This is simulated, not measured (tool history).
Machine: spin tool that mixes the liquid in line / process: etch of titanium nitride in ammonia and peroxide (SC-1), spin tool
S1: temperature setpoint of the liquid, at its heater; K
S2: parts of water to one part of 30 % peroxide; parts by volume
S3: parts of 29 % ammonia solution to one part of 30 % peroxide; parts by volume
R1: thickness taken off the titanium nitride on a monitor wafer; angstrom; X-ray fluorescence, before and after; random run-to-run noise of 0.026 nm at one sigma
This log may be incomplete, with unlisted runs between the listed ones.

Run 1, hour 0.0: S1 330.15 K, S2 24.5 parts by volume, S3 0.4 parts by volume, time under the liquid (s) 45. Result: R1 19.126 angstrom.
Run 2, hour 4.2: S1 331.15 K, S2 24.5 parts by volume, S3 0.4 parts by volume, time under the liquid (s) 45. Result: R1 20.262 angstrom.
Run 3, hour 7.9: S1 331.15 K, S2 32.5 parts by volume, S3 0.4 parts by volume, time under the liquid (s) 45. Result: R1 17.093 angstrom.
Run 4, hour 12.5: S1 332.65 K, S2 32.5 parts by volume, S3 0.4 parts by volume, time under the liquid (s) 45. Result: R1 19.014 angstrom.
At hour 17.4: thermometer replaced.
Run 5, hour 17.4: S1 325.65 K, S2 32.5 parts by volume, S3 0.4 parts by volume, time under the liquid (s) 45. Result: R1 11.123 angstrom.
Run 6, hour 26.1: S1 327.65 K, S2 32.5 parts by volume, S3 0.4 parts by volume, time under the liquid (s) 45. Result: R1 12.597 angstrom.
Run 7, hour 34.4: S1 327.65 K, S2 32.5 parts by volume, S3 0.4 parts by volume, time under the liquid (s) 45. Result: R1 12.569 angstrom.
Run 8, hour 35.9: S1 329.65 K, S2 32.5 parts by volume, S3 0.4 parts by volume, time under the liquid (s) 45. Result: R1 14.669 angstrom.
Run 9, hour 44.3: S1 331.15 K, S2 32.5 parts by volume, S3 0.4 parts by volume, time under the liquid (s) 45. Result: R1 16.208 angstrom.
Run 10, hour 51.1: S1 332.65 K, S2 32.5 parts by volume, S3 0.4 parts by volume, time under the liquid (s) 45. Result: R1 17.683 angstrom.

The next listed run, before its measurement:
Run 11, hour 51.9: S1 334.15 K, S2 32.5 parts by volume, S3 0.4 parts by volume, time under the liquid (s) 45. Result: R1 ?.

R1: 19.576 angstrom
